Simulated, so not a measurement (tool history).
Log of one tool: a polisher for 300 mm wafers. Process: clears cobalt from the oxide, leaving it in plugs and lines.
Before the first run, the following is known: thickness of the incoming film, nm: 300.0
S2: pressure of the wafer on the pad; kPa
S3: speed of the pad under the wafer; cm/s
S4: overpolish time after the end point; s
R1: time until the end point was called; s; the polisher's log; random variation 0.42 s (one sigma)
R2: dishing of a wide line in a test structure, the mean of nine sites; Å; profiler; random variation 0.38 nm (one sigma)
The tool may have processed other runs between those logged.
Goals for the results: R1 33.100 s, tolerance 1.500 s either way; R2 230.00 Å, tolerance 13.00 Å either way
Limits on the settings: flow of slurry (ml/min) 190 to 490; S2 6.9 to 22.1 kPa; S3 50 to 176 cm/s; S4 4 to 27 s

{"run": 1, "hour": 0.0, "flow of slurry (ml/min)": 315, "S2": 14.5, "S3": 112, "S4": 14, "R1": 49.051, "R2": 344.1}
{"run": 2, "hour": 7.2, "flow of slurry (ml/min)": 315, "S2": 16.5, "S3": 112, "S4": 14, "R1": 43.69, "R2": 355.65}
{"run": 3, "hour": 9.3, "flow of slurry (ml/min)": 315, "S2": 16.5, "S3": 112, "S4": 17, "R1": 42.864, "R2": 366.51}
{"run": 4, "hour": 10.6, "flow of slurry (ml/min)": 270, "S2": 16.5, "S3": 112, "S4": 17, "R1": 44.367, "R2": 369.6}
{"run": 5, "hour": 15.6, "flow of slurry (ml/min)": 315, "S2": 17.9, "S3": 106, "S4": 14, "R1": 41.623, "R2": 361.23}
{"run": 6, "hour": 24.1, "flow of slurry (ml/min)": 315, "S2": 17.9, "S3": 106, "S4": 19, "R1": 40.429, "R2": 383.44}
{"run": 7, "hour": 27.2, "flow of slurry (ml/min)": 350, "S2": 18.6, "S3": 102, "S4": 16, "R1": 41.575, "R2": 364.67}
{"run": 8, "hour": 31.7, "flow of slurry (ml/min)": 380, "S2": 19.3, "S3": 102, "S4": 14, "R1": 39.192, "R2": 367.13}
{"run": 9, "hour": 39.2, "flow of slurry (ml/min)": 340, "S2": 20.0, "S3": 102, "S4": 12, "R1": 38.267, "R2": 359.15}
{"run": 10, "hour": 48.1, "flow of slurry (ml/min)": 430, "S2": 17.9, "S3": 124, "S4": 6, "R1": 36.057, "R2": 280.73}
{"run": 11, "hour": 50.2, "flow of slurry (ml/min)": 490, "S2": 13.8, "S3": 156, "S4": 4, "R1": 38.643, "R2": 207.86}
{"run": 12, "hour": 59.0, "flow of slurry (ml/min)": 490, "S2": 14.5, "S3": 156, "S4": 4, "R1": 37.182, "R2": 219.29}

Which of these 4 next moves meets every target?
{"run": "A", "hour": 67.8, "flow of slurry (ml/min)": 435, "S2": 14.5, "S3": 162, "S4": 6, "R1": "?", "R2": "?"}
{"run": "B", "hour": 67.8, "flow of slurry (ml/min)": 485, "S2": 15.9, "S3": 150, "S4": 5, "R1": "?", "R2": "?"}
{"run": "C", "hour": 67.8, "flow of slurry (ml/min)": 490, "S2": 15.9, "S3": 164, "S4": 4, "R1": "?", "R2": "?"}
{"run": "D", "hour": 67.8, "flow of slurry (ml/min)": 465, "S2": 17.9, "S3": 170, "S4": 4, "R1": "?", "R2": "?"}

move=A R1=35.867 R2=269.16
move=B R1=34.579 R2=248.40
move=C R1=32.290 R2=226.28
move=D R1=27.957 R2=246.69
A: its largest miss is bigger than the last run's
B: brings the result that was furthest off to its target, and leaves another outside
C: in spec on every target
D: takes the biggest miss from the last run beyond its target
Answer: C
